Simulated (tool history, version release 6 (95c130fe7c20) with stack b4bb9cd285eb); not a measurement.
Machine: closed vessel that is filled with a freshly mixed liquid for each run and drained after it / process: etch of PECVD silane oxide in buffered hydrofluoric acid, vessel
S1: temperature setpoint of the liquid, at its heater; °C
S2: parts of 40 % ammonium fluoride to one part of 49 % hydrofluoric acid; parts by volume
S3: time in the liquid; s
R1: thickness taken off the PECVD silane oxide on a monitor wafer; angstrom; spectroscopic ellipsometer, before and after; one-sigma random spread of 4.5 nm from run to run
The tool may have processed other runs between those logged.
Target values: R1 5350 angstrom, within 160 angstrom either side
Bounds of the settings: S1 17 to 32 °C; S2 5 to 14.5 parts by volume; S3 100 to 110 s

| run | hour | S1 | S2 | S3 | R1 |
|---|---|---|---|---|---|
| 1 | 0 | 24 | 9 | 100 | 3863.4 |
| 2 | 7.4 | 25.5 | 9 | 100 | 4202.1 |
| 3 | 14.8 | 25.5 | 9 | 100 | 4229.4 |
| 4 | 19.9 | 28 | 9 | 100 | 4843 |
| 5 | 27 | 28 | 11.5 | 100 | 3903.9 |
| 6 | 32.6 | 28 | 11.5 | 100 | 3870.5 |
| 7 | 35.1 | 29 | 11 | 100 | 4298.8 |
| 8 | 37.3 | 29.5 | 11 | 100 | 4486.6 |
| 9 | 38.3 | 30 | 11 | 100 | 4499.8 |
| 10 | 41.6 | 30.5 | 11 | 100 | 4639.3 |
|  | 48.8 | hydrofluoric acid flow meter replaced |
| 11 | 48.8 | 32 | 10.5 | 100 | 4881.8 |
| 12 | 51 | 32 | 10 | 100 | 5036.6 |

Next run, 4 choices. One meets every target within its allowed miss, the rest don't. Which?
| A | 53.2 | 31.5 | 10.5 | 100 | ? |
| B | 53.2 | 30.5 | 10 | 100 | ? |
| C | 53.2 | 31 | 9 | 105 | ? |
| D | 53.2 | 32 | 11.5 | 105 | ? |

| move | R1 |
|---|---|
| A | 4740.2 |
| B | 4717.8 |
| C | 5432.1 |
| D | 4675.4 |
A: further off than the last run
B: further off than the last run
C: hits every target within its allowed miss
D: further off than the last run
Answer: C
